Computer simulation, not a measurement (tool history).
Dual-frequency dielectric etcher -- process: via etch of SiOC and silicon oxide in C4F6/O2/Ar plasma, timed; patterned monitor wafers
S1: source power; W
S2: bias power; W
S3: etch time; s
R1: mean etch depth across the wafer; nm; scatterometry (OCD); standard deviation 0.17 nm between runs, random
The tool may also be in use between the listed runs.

run 1 day=0 | S1=350 S2=144 S3=58 | R1=58.782
run 2 day=0.2 | S1=310 S2=144 S3=58 | R1=57.066
run 3 day=0.308 | S1=320 S2=145 S3=58 | R1=57.363
run 4 day=0.358 | S1=300 S2=145 S3=58 | R1=56.641
run 5 day=0.45 | S1=300 S2=145 S3=53.5 | R1=52.223
run 6 day=0.517 | S1=300 S2=135 S3=53.5 | R1=51.089
run 7 day=0.871 | S1=320 S2=137 S3=53.5 | R1=52.105

For run 8, what comes out?
run 8 day=0.917 | S1=320 S2=137 S3=53.5 | R1=?

R1: 52.124 nm
